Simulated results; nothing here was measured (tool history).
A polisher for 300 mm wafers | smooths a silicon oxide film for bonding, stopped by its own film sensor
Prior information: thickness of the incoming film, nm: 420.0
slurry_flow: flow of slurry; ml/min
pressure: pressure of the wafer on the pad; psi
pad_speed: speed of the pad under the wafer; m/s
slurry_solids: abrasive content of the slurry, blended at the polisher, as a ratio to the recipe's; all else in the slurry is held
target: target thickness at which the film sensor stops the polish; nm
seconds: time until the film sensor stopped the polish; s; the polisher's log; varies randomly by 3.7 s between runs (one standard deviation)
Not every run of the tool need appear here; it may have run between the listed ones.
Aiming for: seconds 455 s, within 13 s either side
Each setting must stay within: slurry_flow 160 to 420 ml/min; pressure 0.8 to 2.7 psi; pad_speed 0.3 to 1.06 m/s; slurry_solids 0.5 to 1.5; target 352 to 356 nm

| run | hour | slurry_flow | pressure | pad_speed | slurry_solids | target | seconds |
|---|---|---|---|---|---|---|---|
| 1 | 0 | 270 | 1.7 | 0.68 | 1 | 356 | 147.28 |
| 2 | 2.3 | 270 | 1.6 | 0.64 | 0.95 | 356 | 169.38 |
| 3 | 9.2 | 270 | 1.5 | 0.6 | 0.95 | 356 | 191.16 |
| 4 | 15.7 | 270 | 1.4 | 0.56 | 0.95 | 356 | 214.19 |
| 5 | 24.2 | 270 | 1.4 | 0.56 | 1.05 | 356 | 200.49 |
| 6 | 28.1 | 270 | 1.2 | 0.56 | 1.05 | 356 | 236.79 |
| 7 | 36.4 | 270 | 1.2 | 0.52 | 1.05 | 356 | 245.05 |
| 8 | 40 | 270 | 1.2 | 0.5 | 1.05 | 356 | 255.69 |
| 9 | 48.6 | 260 | 0.8 | 0.3 | 0.9 | 355 | 630.6 |
| 10 | 49.6 | 270 | 0.8 | 0.3 | 0.9 | 355 | 636.72 |
| 11 | 56.5 | 270 | 1 | 0.3 | 0.9 | 355 | 517.3 |

Consider the 4 candidate settings below. Which is the only one whose results all fall within their allowed miss of target?
| A | 63.4 | 245 | 1 | 0.34 | 0.95 | 355 | ? |
| B | 63.4 | 275 | 0.9 | 0.36 | 0.9 | 356 | ? |
| C | 63.4 | 255 | 1.2 | 0.3 | 0.95 | 355 | ? |
| D | 63.4 | 275 | 1 | 0.38 | 0.9 | 356 | ? |

| move | seconds |
|---|---|
| A | 449.09 |
| B | 482.24 |
| C | 415.96 |
| D | 417.95 |
A: hits every target within its allowed miss
B: an improvement on the last run, though not all results are within tolerance
C: carries the result that was furthest off beyond its target, to the other side
D: carries the result that was furthest off beyond its target, to the other side
A meets every target.
